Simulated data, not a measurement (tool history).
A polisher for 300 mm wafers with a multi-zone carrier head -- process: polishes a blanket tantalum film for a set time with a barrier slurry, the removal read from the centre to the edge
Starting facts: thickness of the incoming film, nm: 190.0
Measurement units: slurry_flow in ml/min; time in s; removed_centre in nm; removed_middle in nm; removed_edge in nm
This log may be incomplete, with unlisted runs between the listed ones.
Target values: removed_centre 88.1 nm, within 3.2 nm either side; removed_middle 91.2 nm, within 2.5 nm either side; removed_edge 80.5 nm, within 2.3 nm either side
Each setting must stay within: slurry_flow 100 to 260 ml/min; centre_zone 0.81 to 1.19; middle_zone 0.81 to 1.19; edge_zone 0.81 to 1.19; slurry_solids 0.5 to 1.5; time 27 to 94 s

run,day,slurry_flow,centre_zone,middle_zone,edge_zone,slurry_solids,time,removed_centre,removed_middle,removed_edge
1,0,165,1,1,1,1,60,70.794,73.187,71.071
2,0.05,175,1.01,1.01,1.01,1,60,72.456,73.306,71.194
3,0.117,175,1.04,1.01,1.01,1,60,73.373,73.681,70.168
4,0.321,175,1.04,1.01,0.93,1,60,74.413,73.852,67.816
5,0.462,175,1.04,1.01,0.93,1,47,58.757,57.845,52.999
6,0.671,180,1.05,1.02,0.95,1.05,48,61.743,61.436,55.714
7,0.983,230,1.15,1.11,1.05,1.3,54,81.429,79.072,70.437
8,1.312,230,1.15,1.11,1.05,1.3,54,84.295,78.523,70.643
9,1.508,230,1.14,1.12,1.06,1.3,54,81.238,80.335,70.655
10,1.842,230,1.14,1.12,1.07,1.3,54,81.332,78.898,71.598
11,2.188,230,1.14,1.13,1.07,1.3,54,81.916,78.659,71.593

Which single option among these 4 for the next run brings every result within its allowed miss of target? Just one does.
A,2.533,260,1.17,1.19,1.02,1.35,57,?,?,?
B,2.533,255,1.11,1.16,0.88,1.5,59,?,?,?
C,2.533,205,1.12,1.19,1.09,1.5,59,?,?,?
D,2.533,235,1.08,1.11,1.08,1.35,57,?,?,?

move,removed_centre,removed_middle,removed_edge
A,89.849,88.611,75.219
B,89.936,91.951,74.156
C,88.111,91.123,80.511
D,81.802,83.49,76.777
A: nearer the targets than the last run, but a result is still out of spec
B: corrects the largest miss of the last run, while another result sits out of spec
C: all results land within tolerance of their targets
D: nearer the targets than the last run, but a result is still out of spec
Move C is the one to make.
